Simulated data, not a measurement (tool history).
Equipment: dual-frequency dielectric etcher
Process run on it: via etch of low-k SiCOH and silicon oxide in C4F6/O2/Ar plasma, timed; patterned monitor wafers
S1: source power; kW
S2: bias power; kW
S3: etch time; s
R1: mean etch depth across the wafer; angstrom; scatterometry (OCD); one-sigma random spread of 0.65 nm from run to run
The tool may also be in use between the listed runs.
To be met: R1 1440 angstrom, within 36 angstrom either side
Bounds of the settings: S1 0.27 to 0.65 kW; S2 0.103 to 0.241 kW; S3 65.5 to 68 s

run	hour	S1	S2	S3	R1
1	0	0.46	0.172	65.5	1885.5
2	4.6	0.41	0.158	65.5	1744.2
3	11.6	0.48	0.158	65.5	1881.1
4	14.3	0.43	0.15	65.5	1731.5
5	20.9	0.4	0.147	65.5	1662.3
6	25.2	0.4	0.147	68	1711.7
# hour 28.7: wet clean of the chamber
7	28.7	0.37	0.144	68	1568.7
8	30.2	0.36	0.144	68	1557.7
9	32.6	0.35	0.144	68	1519.2

Exactly one of the 4 candidate moves below puts every result within its allowed miss. Which one?
A	35	0.31	0.145	68	?
B	35	0.4	0.121	68	?
C	35	0.31	0.119	68	?
D	35	0.29	0.152	67.5	?

move	R1
A	1410.1
B	1519.1
C	1305.7
D	1370
A: all results land within tolerance of their targets
B: about the same distance from the targets as the last run
C: takes the result that was furthest off past its target
D: takes the result that was furthest off past its target
The move that meets every target is A.

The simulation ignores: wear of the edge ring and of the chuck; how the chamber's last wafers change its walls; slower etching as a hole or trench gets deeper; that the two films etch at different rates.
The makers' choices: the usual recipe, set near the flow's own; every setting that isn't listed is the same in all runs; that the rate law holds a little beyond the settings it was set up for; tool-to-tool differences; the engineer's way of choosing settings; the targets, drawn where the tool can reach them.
